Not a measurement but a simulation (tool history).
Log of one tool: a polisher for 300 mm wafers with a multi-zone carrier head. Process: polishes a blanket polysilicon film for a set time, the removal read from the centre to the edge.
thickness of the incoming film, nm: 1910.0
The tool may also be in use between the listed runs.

run	hour	flow of slurry (ml/min)	pressure of the head's centre zone	pressure of the head's middle zone	pressure of the head's edge zone	polishing time (s)	film removed at the wafer's centre (angstrom)	film removed at mid-radius (angstrom)	film removed at the wafer's edge (angstrom)
1	0.0	285	1.00	1.00	1.00	56	4145.6	4031.5	4012.7
2	1.7	285	1.00	1.00	0.92	56	4144.1	4040.1	3886.0
3	6.1	285	1.00	0.93	0.92	56	4118.7	3809.6	3943.7
4	10.7	285	1.00	0.93	0.87	56	4190.2	3803.1	3808.9
5	15.2	220	1.00	0.93	0.87	56	3958.2	3645.5	3761.2
6	23.4	220	1.08	0.93	0.87	56	4285.0	3745.8	3683.8
7	27.3	225	1.07	0.95	0.90	58	4412.4	3833.6	3955.9
8	31.4	235	1.06	0.98	0.93	60	4634.0	4162.5	4092.1
9	36.1	245	1.04	0.99	0.96	62	4654.7	4327.2	4351.3

Run 10 comes next. What will it give?
10	41.9	300	1.09	1.09	1.06	71	?	?	?

Run 10 gave film removed at the wafer's centre (angstrom) 5761.1, film removed at mid-radius (angstrom) 5534.3, film removed at the wafer's edge (angstrom) 5275.1.
